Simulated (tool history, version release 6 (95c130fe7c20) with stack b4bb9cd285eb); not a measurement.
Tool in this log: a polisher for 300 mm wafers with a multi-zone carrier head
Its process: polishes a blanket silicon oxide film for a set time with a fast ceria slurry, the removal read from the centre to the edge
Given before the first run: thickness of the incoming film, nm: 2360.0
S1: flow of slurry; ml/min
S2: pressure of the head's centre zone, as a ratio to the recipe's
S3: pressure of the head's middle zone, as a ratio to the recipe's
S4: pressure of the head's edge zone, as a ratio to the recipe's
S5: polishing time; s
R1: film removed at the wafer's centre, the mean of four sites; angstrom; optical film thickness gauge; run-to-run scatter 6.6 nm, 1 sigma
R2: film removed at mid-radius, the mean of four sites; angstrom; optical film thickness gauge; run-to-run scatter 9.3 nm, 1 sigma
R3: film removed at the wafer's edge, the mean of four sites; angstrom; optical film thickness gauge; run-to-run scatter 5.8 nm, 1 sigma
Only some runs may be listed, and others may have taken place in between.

| run | hour | S1 | S2 | S3 | S4 | S5 | R1 | R2 | R3 |
|---|---|---|---|---|---|---|---|---|---|
| 1 | 0 | 200 | 1 | 1 | 1 | 30 | 4745.9 | 4723.4 | 4593.1 |
| 2 | 6.1 | 210 | 1.03 | 1.02 | 1.01 | 31 | 5173.5 | 4846.5 | 4887.1 |
| 3 | 9.3 | 175 | 1.03 | 1.02 | 1.01 | 31 | 4918.1 | 4709.5 | 4794.5 |
| 4 | 16.7 | 175 | 0.99 | 1.02 | 1.01 | 31 | 4752.9 | 4724.1 | 4692.9 |
| 5 | 22.8 | 190 | 1.01 | 1.04 | 0.99 | 32 | 5076.4 | 5147.5 | 4838.2 |
| 6 | 24.4 | 205 | 1.03 | 1.06 | 0.99 | 33 | 5373.5 | 5397 | 5033.5 |
| 7 | 32.6 | 215 | 1.05 | 1.07 | 0.99 | 34 | 5822 | 5506.2 | 5244.1 |

Predict the results of run 8:
| 8 | 37 | 225 | 1.05 | 1.09 | 0.99 | 35 | ? | ? | ? |

{"run 8": {"R1": 5967.8, "R2": 5817.5, "R3": 5398.3}}
